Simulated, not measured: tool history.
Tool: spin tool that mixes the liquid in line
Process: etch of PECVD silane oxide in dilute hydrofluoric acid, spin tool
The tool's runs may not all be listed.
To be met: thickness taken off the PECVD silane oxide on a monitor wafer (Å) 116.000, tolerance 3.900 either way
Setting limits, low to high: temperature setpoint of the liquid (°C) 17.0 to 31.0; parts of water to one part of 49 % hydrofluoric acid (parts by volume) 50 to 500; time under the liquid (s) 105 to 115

run  hour  temperature setpoint of the liquid (°C)  parts of water to one part of 49 % hydrofluoric acid (parts by volume)  time under the liquid (s)  thickness taken off the PECVD silane oxide on a monitor wafer (Å)
  1   0.0                                     23.0                                                                     275                        105                                                             90.865
  2   8.3                                     23.0                                                                     275                        105                                                             91.763
  3  12.1                                     24.5                                                                     275                        105                                                             97.411
  4  20.4                                     25.5                                                                     275                        105                                                             99.419
  5  22.9                                     25.5                                                                     275                        115                                                            110.060
  6  27.9                                     22.0                                                                     275                        115                                                             97.211
  7  30.9                                     23.0                                                                     275                        115                                                            100.630
  8  39.6                                     24.0                                                                     275                        115                                                            103.640
  9  42.4                                     25.0                                                                     275                        115                                                            107.010
 10  47.1                                     25.5                                                                     275                        115                                                            110.020
 11  48.4                                     26.0                                                                     275                        115                                                            111.530

Pick the move, out of 5, that brings all results within their allowed miss; only one does.
  A  49.7                                     28.5                                                                     305                        115                                                                  ?
  B  49.7                                     26.0                                                                     270                        110                                                                  ?
  C  49.7                                     26.5                                                                     260                        110                                                                  ?
  D  49.7                                     24.5                                                                     255                        105                                                                  ?
  E  49.7                                     29.0                                                                     290                        105                                                                  ?

move  thickness taken off the PECVD silane oxide on a monitor wafer (Å)
   A                                                            106.880
   B                                                            110.170
   C                                                            117.630
   D                                                            107.300
   E                                                            106.020
A: the biggest miss grows against the last run
B: the biggest miss grows against the last run
C: every result lands within tolerance
D: the biggest miss grows against the last run
E: the biggest miss grows against the last run
C is the move that brings every result within its allowed miss.
